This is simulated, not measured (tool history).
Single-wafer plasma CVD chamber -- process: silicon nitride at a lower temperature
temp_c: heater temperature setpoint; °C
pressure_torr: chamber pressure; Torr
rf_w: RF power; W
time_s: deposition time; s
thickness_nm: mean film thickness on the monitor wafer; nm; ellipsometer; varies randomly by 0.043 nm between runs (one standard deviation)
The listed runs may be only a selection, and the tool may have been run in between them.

{"run": 1, "hour": 0.0, "temp_c": 355, "pressure_torr": 1.96, "rf_w": 230, "time_s": 21.1, "thickness_nm": 20.236}
{"run": 2, "hour": 7.9, "temp_c": 355, "pressure_torr": 1.82, "rf_w": 230, "time_s": 21.1, "thickness_nm": 19.889}
{"run": 3, "hour": 12.0, "temp_c": 351, "pressure_torr": 1.82, "rf_w": 230, "time_s": 21.1, "thickness_nm": 19.945}
{"run": 4, "hour": 18.0, "temp_c": 344, "pressure_torr": 1.82, "rf_w": 230, "time_s": 21.1, "thickness_nm": 19.942}
{"run": 5, "hour": 24.1, "temp_c": 344, "pressure_torr": 1.71, "rf_w": 225, "time_s": 21.1, "thickness_nm": 19.284}
{"run": 6, "hour": 32.0, "temp_c": 344, "pressure_torr": 1.62, "rf_w": 225, "time_s": 21.1, "thickness_nm": 19.039}
{"run": 7, "hour": 32.7, "temp_c": 344, "pressure_torr": 1.54, "rf_w": 225, "time_s": 21.1, "thickness_nm": 18.931}
{"run": 8, "hour": 36.7, "temp_c": 344, "pressure_torr": 1.48, "rf_w": 225, "time_s": 21.1, "thickness_nm": 18.673}
{"run": 9, "hour": 37.4, "temp_c": 344, "pressure_torr": 1.43, "rf_w": 225, "time_s": 21.1, "thickness_nm": 18.515}
{"run": 10, "hour": 42.5, "temp_c": 344, "pressure_torr": 1.38, "rf_w": 225, "time_s": 21.1, "thickness_nm": 18.34}

Run 11, settings as shown, results not yet in. Your forecast:
{"run": 11, "hour": 43.6, "temp_c": 344, "pressure_torr": 1.35, "rf_w": 225, "time_s": 21.1, "thickness_nm": "?"}

{"run 11": {"thickness_nm": 18.186}}

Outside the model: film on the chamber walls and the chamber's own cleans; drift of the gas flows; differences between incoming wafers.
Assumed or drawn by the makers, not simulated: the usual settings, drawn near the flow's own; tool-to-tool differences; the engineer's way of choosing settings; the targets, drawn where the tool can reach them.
